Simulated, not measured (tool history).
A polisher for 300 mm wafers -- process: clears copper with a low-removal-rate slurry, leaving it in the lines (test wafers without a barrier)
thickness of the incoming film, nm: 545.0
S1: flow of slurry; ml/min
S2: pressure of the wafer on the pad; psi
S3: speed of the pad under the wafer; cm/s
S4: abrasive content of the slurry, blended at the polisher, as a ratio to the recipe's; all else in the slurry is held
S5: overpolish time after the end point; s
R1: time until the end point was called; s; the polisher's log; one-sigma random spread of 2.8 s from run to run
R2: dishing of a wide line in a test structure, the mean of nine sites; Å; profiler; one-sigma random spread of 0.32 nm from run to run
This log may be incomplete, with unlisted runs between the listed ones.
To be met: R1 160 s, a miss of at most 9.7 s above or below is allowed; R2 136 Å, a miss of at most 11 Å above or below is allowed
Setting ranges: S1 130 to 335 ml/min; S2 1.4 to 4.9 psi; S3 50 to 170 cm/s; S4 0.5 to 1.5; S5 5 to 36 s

{"run": 1, "day": 0.0, "S1": 215, "S2": 3.1, "S3": 110, "S4": 1, "S5": 18, "R1": 152.8, "R2": 426.4}
{"run": 2, "day": 0.104, "S1": 220, "S2": 2.6, "S3": 120, "S4": 1, "S5": 14, "R1": 159.88, "R2": 334.92}
{"run": 3, "day": 0.433, "S1": 175, "S2": 2.6, "S3": 120, "S4": 1, "S5": 14, "R1": 165.1, "R2": 314.52}
{"run": 4, "day": 0.754, "S1": 160, "S2": 2.3, "S3": 132, "S4": 0.9, "S5": 11, "R1": 177.59, "R2": 243.92}
{"run": 5, "day": 1.075, "S1": 150, "S2": 2.2, "S3": 144, "S4": 0.8, "S5": 9, "R1": 174.51, "R2": 201.53}
{"run": 6, "day": 1.217, "S1": 150, "S2": 2.2, "S3": 144, "S4": 0.6, "S5": 9, "R1": 197.37, "R2": 192.04}
{"run": 7, "day": 1.288, "S1": 145, "S2": 2, "S3": 152, "S4": 0.7, "S5": 8, "R1": 194.67, "R2": 181.09}
{"run": 8, "day": 1.467, "S1": 140, "S2": 2.1, "S3": 158, "S4": 0.65, "S5": 7, "R1": 188.5, "R2": 160.3}
{"run": 9, "day": 1.721, "S1": 135, "S2": 2.2, "S3": 162, "S4": 0.6, "S5": 6, "R1": 180.16, "R2": 143.86}
{"run": 10, "day": 1.788, "S1": 135, "S2": 2.3, "S3": 164, "S4": 0.6, "S5": 6, "R1": 171.57, "R2": 141.22}
{"run": 11, "day": 1.862, "S1": 135, "S2": 2.3, "S3": 164, "S4": 0.6, "S5": 6, "R1": 174.94, "R2": 147.45}
{"run": 12, "day": 2.038, "S1": 135, "S2": 2.4, "S3": 166, "S4": 0.6, "S5": 6, "R1": 168.53, "R2": 150.95}
{"run": 13, "day": 2.25, "S1": 135, "S2": 2.5, "S3": 168, "S4": 0.55, "S5": 6, "R1": 167.12, "R2": 157.6}
{"run": 14, "day": 2.558, "S1": 145, "S2": 1.9, "S3": 170, "S4": 0.8, "S5": 5, "R1": 174.23, "R2": 127.04}

Below are 4 possible settings for the next run. Only one of them brings all results inside the allowed miss of their targets. Which is it?
{"run": "A", "day": 2.867, "S1": 185, "S2": 1.7, "S3": 164, "S4": 0.75, "S5": 5, "R1": "?", "R2": "?"}
{"run": "B", "day": 2.867, "S1": 150, "S2": 2.2, "S3": 170, "S4": 0.75, "S5": 5, "R1": "?", "R2": "?"}
{"run": "C", "day": 2.867, "S1": 140, "S2": 1.7, "S3": 170, "S4": 0.85, "S5": 5, "R1": "?", "R2": "?"}
{"run": "D", "day": 2.867, "S1": 165, "S2": 1.8, "S3": 164, "S4": 0.7, "S5": 5, "R1": "?", "R2": "?"}

move=A R1=189.04 R2=113.88
move=B R1=156.22 R2=136.55
move=C R1=184.5 R2=116.47
move=D R1=189.61 R2=113.7
A: further off than the last run
B: all results in spec
C: further off than the last run
D: further off than the last run
Answer: B

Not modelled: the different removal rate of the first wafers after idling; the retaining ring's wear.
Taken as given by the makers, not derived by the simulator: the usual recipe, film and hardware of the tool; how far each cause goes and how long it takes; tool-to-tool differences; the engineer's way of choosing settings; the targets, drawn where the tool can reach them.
